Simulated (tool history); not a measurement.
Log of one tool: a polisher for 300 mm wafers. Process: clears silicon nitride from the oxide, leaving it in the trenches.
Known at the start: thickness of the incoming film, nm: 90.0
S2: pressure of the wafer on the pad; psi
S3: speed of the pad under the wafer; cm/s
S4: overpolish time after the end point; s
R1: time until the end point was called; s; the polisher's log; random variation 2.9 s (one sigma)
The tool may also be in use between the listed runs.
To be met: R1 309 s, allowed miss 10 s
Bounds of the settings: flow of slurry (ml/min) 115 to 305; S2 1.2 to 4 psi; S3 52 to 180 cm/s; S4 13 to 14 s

{"run": 1, "day": 0.0, "flow of slurry (ml/min)": 195, "S2": 2.6, "S3": 116, "S4": 13, "R1": 138.44}
{"run": 2, "day": 0.367, "flow of slurry (ml/min)": 195, "S2": 2.6, "S3": 116, "S4": 14, "R1": 138.56}
{"run": 3, "day": 0.712, "flow of slurry (ml/min)": 195, "S2": 2.4, "S3": 116, "S4": 14, "R1": 151.7}
{"run": 4, "day": 0.858, "flow of slurry (ml/min)": 190, "S2": 2.2, "S3": 112, "S4": 14, "R1": 170.89}
{"run": 5, "day": 1.1, "flow of slurry (ml/min)": 190, "S2": 2.2, "S3": 90, "S4": 14, "R1": 211.35}
{"run": 6, "day": 1.229, "flow of slurry (ml/min)": 190, "S2": 2.1, "S3": 90, "S4": 14, "R1": 218.33}
{"run": 7, "day": 1.592, "flow of slurry (ml/min)": 190, "S2": 2, "S3": 90, "S4": 14, "R1": 229.92}
{"run": 8, "day": 1.658, "flow of slurry (ml/min)": 190, "S2": 1.9, "S3": 90, "S4": 14, "R1": 243.92}
{"run": 9, "day": 1.908, "flow of slurry (ml/min)": 190, "S2": 1.8, "S3": 90, "S4": 14, "R1": 256.51}
{"run": 10, "day": 2.058, "flow of slurry (ml/min)": 190, "S2": 1.7, "S3": 90, "S4": 14, "R1": 271.57}
{"run": 11, "day": 2.279, "flow of slurry (ml/min)": 190, "S2": 1.6, "S3": 90, "S4": 14, "R1": 288.23}

5 next moves are on the table. One of them brings every result within its allowed miss. Which?
{"run": "A", "day": 2.5, "flow of slurry (ml/min)": 185, "S2": 1.5, "S3": 88, "S4": 13, "R1": "?"}
{"run": "B", "day": 2.5, "flow of slurry (ml/min)": 185, "S2": 1.5, "S3": 102, "S4": 14, "R1": "?"}
{"run": "C", "day": 2.5, "flow of slurry (ml/min)": 165, "S2": 1.7, "S3": 86, "S4": 14, "R1": "?"}
{"run": "D", "day": 2.5, "flow of slurry (ml/min)": 190, "S2": 1.3, "S3": 92, "S4": 13, "R1": "?"}
{"run": "E", "day": 2.5, "flow of slurry (ml/min)": 155, "S2": 1.8, "S3": 90, "S4": 14, "R1": "?"}

move=A R1=315.11
move=B R1=273.33
move=C R1=291.49
move=D R1=344.24
move=E R1=267.27
A: meets every target
B: further off than the last run
C: nearer than the last run, and not there yet
D: takes the result that was furthest off past its target
E: further off than the last run
Answer: A
